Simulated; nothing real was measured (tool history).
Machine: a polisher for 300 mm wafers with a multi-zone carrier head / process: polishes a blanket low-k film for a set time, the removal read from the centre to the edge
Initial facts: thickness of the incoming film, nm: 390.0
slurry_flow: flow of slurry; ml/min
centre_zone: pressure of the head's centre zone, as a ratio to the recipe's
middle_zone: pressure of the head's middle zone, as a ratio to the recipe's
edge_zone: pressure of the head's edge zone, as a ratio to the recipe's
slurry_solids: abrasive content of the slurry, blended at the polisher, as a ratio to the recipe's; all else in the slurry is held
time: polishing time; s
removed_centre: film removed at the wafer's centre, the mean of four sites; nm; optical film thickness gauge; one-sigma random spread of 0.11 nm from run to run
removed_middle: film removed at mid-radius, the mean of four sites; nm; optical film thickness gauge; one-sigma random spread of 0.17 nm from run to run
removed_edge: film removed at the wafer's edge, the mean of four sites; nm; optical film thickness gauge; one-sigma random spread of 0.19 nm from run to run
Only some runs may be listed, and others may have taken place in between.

{"run": 1, "hour": 0.0, "slurry_flow": 130, "centre_zone": 1.0, "middle_zone": 1.0, "edge_zone": 1.0, "slurry_solids": 1.0, "time": 47, "removed_centre": 20.952, "removed_middle": 21.283, "removed_edge": 21.833}
{"run": 2, "hour": 2.9, "slurry_flow": 150, "centre_zone": 1.0, "middle_zone": 1.0, "edge_zone": 1.0, "slurry_solids": 1.0, "time": 47, "removed_centre": 21.993, "removed_middle": 22.366, "removed_edge": 21.672}
{"run": 3, "hour": 11.7, "slurry_flow": 145, "centre_zone": 0.97, "middle_zone": 0.97, "edge_zone": 0.99, "slurry_solids": 0.9, "time": 44, "removed_centre": 18.399, "removed_middle": 18.857, "removed_edge": 18.725}
{"run": 4, "hour": 14.1, "slurry_flow": 135, "centre_zone": 0.94, "middle_zone": 0.94, "edge_zone": 0.97, "slurry_solids": 0.8, "time": 44, "removed_centre": 16.052, "removed_middle": 16.468, "removed_edge": 17.044}
{"run": 5, "hour": 19.7, "slurry_flow": 135, "centre_zone": 0.94, "middle_zone": 0.91, "edge_zone": 0.97, "slurry_solids": 0.8, "time": 44, "removed_centre": 16.224, "removed_middle": 16.328, "removed_edge": 16.841}
{"run": 6, "hour": 20.7, "slurry_flow": 135, "centre_zone": 0.94, "middle_zone": 0.91, "edge_zone": 1.03, "slurry_solids": 0.8, "time": 44, "removed_centre": 16.214, "removed_middle": 16.363, "removed_edge": 17.347}
{"run": 7, "hour": 21.9, "slurry_flow": 130, "centre_zone": 0.91, "middle_zone": 0.89, "edge_zone": 1.0, "slurry_solids": 0.75, "time": 44, "removed_centre": 14.397, "removed_middle": 15.183, "removed_edge": 16.218}

Run 8 comes next. What will it give?
{"run": 8, "hour": 29.3, "slurry_flow": 125, "centre_zone": 0.9, "middle_zone": 0.87, "edge_zone": 0.97, "slurry_solids": 0.7, "time": 44, "removed_centre": "?", "removed_middle": "?", "removed_edge": "?"}

{"run 8": {"removed_centre": 13.715, "removed_middle": 14.107, "removed_edge": 14.884}}
